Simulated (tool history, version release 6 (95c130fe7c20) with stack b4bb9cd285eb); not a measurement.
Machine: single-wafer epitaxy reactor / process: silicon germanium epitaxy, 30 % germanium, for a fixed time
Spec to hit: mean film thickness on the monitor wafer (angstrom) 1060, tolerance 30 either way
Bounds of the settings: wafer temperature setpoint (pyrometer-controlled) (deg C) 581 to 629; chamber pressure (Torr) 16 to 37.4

| run | hour | wafer temperature setpoint (pyrometer-controlled) (deg C) | chamber pressure (Torr) | mean film thickness on the monitor wafer (angstrom) |
|---|---|---|---|---|
| 1 | 0 | 605 | 26.7 | 746.8 |
| 2 | 6.5 | 605 | 23.2 | 716.48 |
| 3 | 13.2 | 601 | 23.2 | 657.9 |
| 4 | 16.4 | 593 | 23.2 | 556.47 |
| 5 | 24 | 593 | 19.5 | 521.56 |
| 6 | 32 | 602 | 19.9 | 637.97 |
| 7 | 40.1 | 608 | 20.2 | 721.71 |
| 8 | 48.8 | 613 | 20.4 | 801.42 |
| 9 | 55.7 | 617 | 20.6 | 873.23 |
| 10 | 60.6 | 619 | 20.7 | 904.67 |
| 11 | 66.2 | 621 | 20.8 | 941.27 |
| 12 | 74.5 | 623 | 20.9 | 984.78 |
| 13 | 83.3 | 624 | 20.9 | 1004.3 |

4 candidate next runs follow, results not yet known. Just one meets every target within its allowed miss. Identify it.
| A | 92.1 | 621 | 22.6 | ? |
| B | 92.1 | 623 | 22 | ? |
| C | 92.1 | 623 | 18.8 | ? |
| D | 92.1 | 624 | 24 | ? |

| move | mean film thickness on the monitor wafer (angstrom) |
|---|---|
| A | 974.02 |
| B | 1003 |
| C | 945.67 |
| D | 1057 |
A: moves away from the targets compared with the last run
B: about as far from the targets as the last run
C: moves away from the targets compared with the last run
D: all results in spec
Correct choice: D, which meets every target

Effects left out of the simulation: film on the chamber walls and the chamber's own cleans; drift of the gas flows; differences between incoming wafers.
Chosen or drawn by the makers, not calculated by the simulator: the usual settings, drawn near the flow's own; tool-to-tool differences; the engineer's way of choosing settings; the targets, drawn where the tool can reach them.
